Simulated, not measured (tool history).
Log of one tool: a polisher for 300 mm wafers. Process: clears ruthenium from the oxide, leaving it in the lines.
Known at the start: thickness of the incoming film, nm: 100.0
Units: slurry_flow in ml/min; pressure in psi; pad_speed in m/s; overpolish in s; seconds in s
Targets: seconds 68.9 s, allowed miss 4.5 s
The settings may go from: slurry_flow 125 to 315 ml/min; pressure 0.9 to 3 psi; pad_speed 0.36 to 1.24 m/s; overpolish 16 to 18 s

run,hour,slurry_flow,pressure,pad_speed,overpolish,seconds
1,0,205,1.9,0.8,16,132.78
2,7.5,205,2.3,0.8,16,107.95
3,15,205,2.5,0.82,16,96.749
4,17.6,205,2.7,0.86,16,86.208
5,19.3,205,2.2,0.86,16,105.41
6,27.3,205,2.6,0.86,16,89.817
7,32,205,2.7,0.88,16,84.737
8,34.2,205,2.8,0.9,16,82.077
9,39.8,205,2.9,0.94,16,73.415

Which of these 5 next moves meets every target?
A,45.4,215,2.9,1.02,16,?
B,45.4,230,2.1,1.2,16,?
C,45.4,205,2.5,1,17,?
D,45.4,200,2.9,0.88,16,?
E,45.4,170,2.9,0.88,16,?

move,seconds
A,70.942
B,82.449
C,83.994
D,82.46
E,83.741
A: meets every target
B: further off than the last run
C: further off than the last run
D: further off than the last run
E: further off than the last run
Answer: A
